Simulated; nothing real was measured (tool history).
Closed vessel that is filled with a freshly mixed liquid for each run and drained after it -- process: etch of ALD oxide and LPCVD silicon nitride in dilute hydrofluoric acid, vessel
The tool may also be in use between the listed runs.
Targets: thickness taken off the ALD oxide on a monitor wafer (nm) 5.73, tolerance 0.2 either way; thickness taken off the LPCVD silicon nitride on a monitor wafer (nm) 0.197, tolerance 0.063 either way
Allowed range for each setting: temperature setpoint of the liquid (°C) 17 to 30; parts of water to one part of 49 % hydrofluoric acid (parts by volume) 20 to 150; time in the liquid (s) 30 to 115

run	hour	temperature setpoint of the liquid (°C)	parts of water to one part of 49 % hydrofluoric acid (parts by volume)	time in the liquid (s)	thickness taken off the ALD oxide on a monitor wafer (nm)	thickness taken off the LPCVD silicon nitride on a monitor wafer (nm)
1	0	22	85	60	11.449	0.33876
2	2.3	21.5	90	60	10.487	0.35228
3	8.6	23.5	90	60	11.392	0.35831
4	16.4	23.5	90	85	16.243	0.56047
5	25.2	23.5	80	85	18.392	0.44126
6	30.8	20	80	85	16.071	0.46468
7	36.8	20	85	85	14.955	0.46399
8	43.5	20	85	85	14.932	0.43828
9	45.4	18	115	85	9.9427	0.27827
10	54.3	18	120	85	9.3001	0.29822
11	63	18	120	85	9.2905	0.24515
12	64.2	18	125	85	9.0112	0.24431
13	70.5	18	130	85	8.7005	0.23806
14	73.7	18	140	75	6.8639	0.20047
15	80.6	18	150	70	5.9454	0.15425

Which one of the following 5 next-run settings gets every result inside its allowed miss? There is exactly one.
A	87.5	22.5	105	40	?	?
B	87.5	18	145	70	?	?
C	87.5	19.5	145	60	?	?
D	87.5	17.5	150	75	?	?
E	87.5	22.5	90	35	?	?

move	thickness taken off the ALD oxide on a monitor wafer (nm)	thickness taken off the LPCVD silicon nitride on a monitor wafer (nm)
A	6.1126	0.19975
B	6.186	0.18844
C	5.6337	0.17877
D	6.2467	0.18884
E	6.3523	0.20337
A: its largest miss is bigger than the last run's
B: its largest miss is bigger than the last run's
C: in spec on every target
D: its largest miss is bigger than the last run's
E: its largest miss is bigger than the last run's
Move C is the one to make.
